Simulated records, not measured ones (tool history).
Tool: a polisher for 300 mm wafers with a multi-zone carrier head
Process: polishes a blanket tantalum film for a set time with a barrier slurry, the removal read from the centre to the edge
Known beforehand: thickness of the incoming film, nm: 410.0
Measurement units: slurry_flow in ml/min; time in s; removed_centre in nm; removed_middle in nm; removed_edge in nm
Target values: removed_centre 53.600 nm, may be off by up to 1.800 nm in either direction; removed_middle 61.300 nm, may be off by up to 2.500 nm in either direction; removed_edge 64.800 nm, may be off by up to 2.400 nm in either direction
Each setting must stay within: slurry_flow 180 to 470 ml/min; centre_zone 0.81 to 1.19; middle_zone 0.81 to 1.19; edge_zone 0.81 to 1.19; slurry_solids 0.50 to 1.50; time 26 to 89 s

run    day  slurry_flow  centre_zone  middle_zone  edge_zone  slurry_solids  time  removed_centre  removed_middle  removed_edge
  1  0.000          300         1.00         1.00       1.00           1.00    57          49.834          50.464        47.737
  2  0.133          295         0.96         0.99       1.06           1.15    59          50.195          51.191        52.466
  3  0.329          300         0.94         1.02       1.09           1.25    61          52.464          57.669        56.091
  4  0.700          300         0.92         1.01       1.12           1.35    62          52.515          58.595        59.539
  5  0.971          300         0.96         1.01       1.12           1.35    62          55.202          58.037        58.835
  6  1.196          300         0.96         1.01       1.12           1.50    62          55.837          59.477        60.261
  7  1.342          300         0.96         1.01       1.12           1.50    62          56.611          58.756        59.661
  8  1.467          300         0.94         1.01       1.14           1.50    63          55.615          59.972        61.518
  9  1.717          300         0.92         1.01       1.15           1.50    64          56.101          61.402        62.893

Which one of the following 5 next-run settings gets every result inside its allowed miss? There is exactly one.
  A  1.967          270         0.95         1.02       1.10           1.45    65               ?               ?             ?
  B  1.967          255         0.97         1.04       1.19           1.50    60               ?               ?             ?
  C  1.967          265         0.86         0.99       1.16           1.45    66               ?               ?             ?
  D  1.967          295         0.95         0.98       1.16           1.40    65               ?               ?             ?
  E  1.967          300         0.89         1.04       1.07           1.35    64               ?               ?             ?

move  removed_centre  removed_middle  removed_edge
   A          57.089          61.823        61.371
   B          53.620          57.972        59.052
   C          52.944          61.091        63.950
   D          57.317          59.953        63.143
   E          53.004          61.751        59.261
A: misses by more than the last run did
B: the furthest-off result lands on target, but another misses its tolerance
C: every result within its allowed miss
D: misses by more than the last run did
E: the furthest-off result lands on target, but another misses its tolerance
C meets every target.

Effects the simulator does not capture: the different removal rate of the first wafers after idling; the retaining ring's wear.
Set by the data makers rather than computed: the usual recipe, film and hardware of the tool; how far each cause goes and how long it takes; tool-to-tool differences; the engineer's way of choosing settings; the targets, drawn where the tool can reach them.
